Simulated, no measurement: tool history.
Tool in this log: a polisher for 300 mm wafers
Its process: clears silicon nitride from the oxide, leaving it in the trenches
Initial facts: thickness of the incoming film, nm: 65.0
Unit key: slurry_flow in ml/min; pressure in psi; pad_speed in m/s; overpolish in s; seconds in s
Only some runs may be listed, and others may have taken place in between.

{"run": 1, "hour": 0.0, "slurry_flow": 255, "pressure": 2.6, "pad_speed": 0.84, "overpolish": 4, "seconds": 89.183}
{"run": 2, "hour": 3.8, "slurry_flow": 255, "pressure": 2.3, "pad_speed": 0.84, "overpolish": 4, "seconds": 100.69}
{"run": 3, "hour": 8.5, "slurry_flow": 255, "pressure": 2.2, "pad_speed": 0.84, "overpolish": 4, "seconds": 104.01}
{"run": 4, "hour": 12.9, "slurry_flow": 255, "pressure": 2.1, "pad_speed": 0.84, "overpolish": 4, "seconds": 110.44}
{"run": 5, "hour": 18.6, "slurry_flow": 225, "pressure": 2.1, "pad_speed": 0.84, "overpolish": 4, "seconds": 109.71}
{"run": 6, "hour": 22.7, "slurry_flow": 260, "pressure": 2.1, "pad_speed": 0.84, "overpolish": 4, "seconds": 108.34}
{"run": 7, "hour": 30.7, "slurry_flow": 260, "pressure": 2.1, "pad_speed": 0.84, "overpolish": 4, "seconds": 107.49}

What does the tool deliver on the next run?
{"run": 8, "hour": 36.5, "slurry_flow": 255, "pressure": 2, "pad_speed": 0.84, "overpolish": 4, "seconds": "?"}

seconds: 113.17 s

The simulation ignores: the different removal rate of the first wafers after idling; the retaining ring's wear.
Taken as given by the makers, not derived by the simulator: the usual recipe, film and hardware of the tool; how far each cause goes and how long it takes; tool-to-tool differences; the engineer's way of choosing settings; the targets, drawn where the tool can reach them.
